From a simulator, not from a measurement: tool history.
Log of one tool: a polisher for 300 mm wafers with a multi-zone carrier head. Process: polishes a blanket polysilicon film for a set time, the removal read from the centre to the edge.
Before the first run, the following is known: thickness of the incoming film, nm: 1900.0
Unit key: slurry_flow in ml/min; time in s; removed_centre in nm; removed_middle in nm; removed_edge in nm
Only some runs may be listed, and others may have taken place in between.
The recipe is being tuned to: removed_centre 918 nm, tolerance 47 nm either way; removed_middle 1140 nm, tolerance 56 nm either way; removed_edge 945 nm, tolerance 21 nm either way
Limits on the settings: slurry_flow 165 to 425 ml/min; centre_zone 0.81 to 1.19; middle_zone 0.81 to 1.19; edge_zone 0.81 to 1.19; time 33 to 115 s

| run | hour | slurry_flow | centre_zone | middle_zone | edge_zone | time | removed_centre | removed_middle | removed_edge |
|---|---|---|---|---|---|---|---|---|---|
| 1 | 0 | 275 | 1 | 1 | 1 | 73 | 594.34 | 600.35 | 593.07 |
| 2 | 7.3 | 290 | 0.99 | 1.06 | 1.01 | 82 | 636 | 696.06 | 669.1 |
| 3 | 11.8 | 295 | 1 | 1.1 | 0.97 | 91 | 729.92 | 811.73 | 731.16 |
| 4 | 18.8 | 295 | 1 | 1.04 | 0.97 | 91 | 733.67 | 777.4 | 731.46 |
| 5 | 24.5 | 300 | 1 | 1.08 | 0.96 | 97 | 783.36 | 865.14 | 771.07 |
| 6 | 27.4 | 300 | 1 | 1.14 | 0.96 | 97 | 797.78 | 900.39 | 763.93 |
| 7 | 34 | 310 | 0.99 | 1.15 | 0.98 | 101 | 823.89 | 944.27 | 811.33 |
| 8 | 37.6 | 315 | 0.94 | 1.19 | 0.96 | 115 | 914 | 1107.7 | 924.17 |

Next run, 5 choices. One meets every target within its allowed miss, the rest don't. Which?
| A | 41.2 | 340 | 0.93 | 1.19 | 0.92 | 114 | ? | ? | ? |
| B | 41.2 | 325 | 1.04 | 1.19 | 0.9 | 114 | ? | ? | ? |
| C | 41.2 | 340 | 0.86 | 1.11 | 0.99 | 115 | ? | ? | ? |
| D | 41.2 | 355 | 0.99 | 1.11 | 0.93 | 114 | ? | ? | ? |
| E | 41.2 | 360 | 0.95 | 1.19 | 1 | 115 | ? | ? | ? |

| move | removed_centre | removed_middle | removed_edge |
|---|---|---|---|
| A | 870.96 | 1108.7 | 904.15 |
| B | 961.41 | 1103.7 | 893.06 |
| C | 817.36 | 1053.6 | 942.56 |
| D | 925.82 | 1047.6 | 911.86 |
| E | 900.73 | 1123.5 | 949.26 |
A: the biggest miss grows against the last run
B: the biggest miss grows against the last run
C: brings the last run's worst result on target, with another outside its allowed miss
D: the biggest miss grows against the last run
E: all results in spec
So the answer is move E, the one that meets all the targets.
